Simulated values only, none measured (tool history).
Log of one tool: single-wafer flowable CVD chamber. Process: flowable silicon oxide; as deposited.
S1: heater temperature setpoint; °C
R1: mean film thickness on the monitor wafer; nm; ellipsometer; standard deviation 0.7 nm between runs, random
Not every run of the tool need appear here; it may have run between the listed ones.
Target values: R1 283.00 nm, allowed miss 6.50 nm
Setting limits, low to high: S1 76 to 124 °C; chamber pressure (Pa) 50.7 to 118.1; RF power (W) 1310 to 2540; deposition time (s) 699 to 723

{"run": 1, "day": 0.0, "S1": 100, "chamber pressure (Pa)": 84.4, "RF power (W)": 1925, "deposition time (s)": 699, "R1": 343.01}
{"run": 2, "day": 0.238, "S1": 102, "chamber pressure (Pa)": 84.4, "RF power (W)": 1925, "deposition time (s)": 699, "R1": 317.65}
{"run": 3, "day": 0.504, "S1": 102, "chamber pressure (Pa)": 90.0, "RF power (W)": 1925, "deposition time (s)": 699, "R1": 336.76}
{"run": 4, "day": 0.546, "S1": 102, "chamber pressure (Pa)": 90.0, "RF power (W)": 2125, "deposition time (s)": 699, "R1": 344.33}
{"run": 5, "day": 0.712, "S1": 102, "chamber pressure (Pa)": 104.9, "RF power (W)": 2125, "deposition time (s)": 699, "R1": 401.25}
{"run": 6, "day": 0.758, "S1": 102, "chamber pressure (Pa)": 104.9, "RF power (W)": 2280, "deposition time (s)": 699, "R1": 405.66}
{"run": 7, "day": 0.862, "S1": 105, "chamber pressure (Pa)": 104.8, "RF power (W)": 2280, "deposition time (s)": 699, "R1": 361.61}
{"run": 8, "day": 0.912, "S1": 113, "chamber pressure (Pa)": 104.7, "RF power (W)": 2280, "deposition time (s)": 699, "R1": 270.43}
{"run": 9, "day": 0.962, "S1": 111, "chamber pressure (Pa)": 104.7, "RF power (W)": 2280, "deposition time (s)": 699, "R1": 289.09}

Which of these 4 next moves meets every target?
{"run": "A", "day": 1.012, "S1": 108, "chamber pressure (Pa)": 97.5, "RF power (W)": 2355, "deposition time (s)": 707, "R1": "?"}
{"run": "B", "day": 1.012, "S1": 108, "chamber pressure (Pa)": 93.3, "RF power (W)": 2160, "deposition time (s)": 699, "R1": "?"}
{"run": "C", "day": 1.012, "S1": 110, "chamber pressure (Pa)": 104.0, "RF power (W)": 2145, "deposition time (s)": 699, "R1": "?"}
{"run": "D", "day": 1.012, "S1": 114, "chamber pressure (Pa)": 118.0, "RF power (W)": 2335, "deposition time (s)": 700, "R1": "?"}

move=A R1=305.80
move=B R1=285.61
move=C R1=295.32
move=D R1=294.99
A: the biggest miss grows against the last run
B: meets every target
C: the biggest miss grows against the last run
D: the biggest miss grows against the last run
B meets every target.

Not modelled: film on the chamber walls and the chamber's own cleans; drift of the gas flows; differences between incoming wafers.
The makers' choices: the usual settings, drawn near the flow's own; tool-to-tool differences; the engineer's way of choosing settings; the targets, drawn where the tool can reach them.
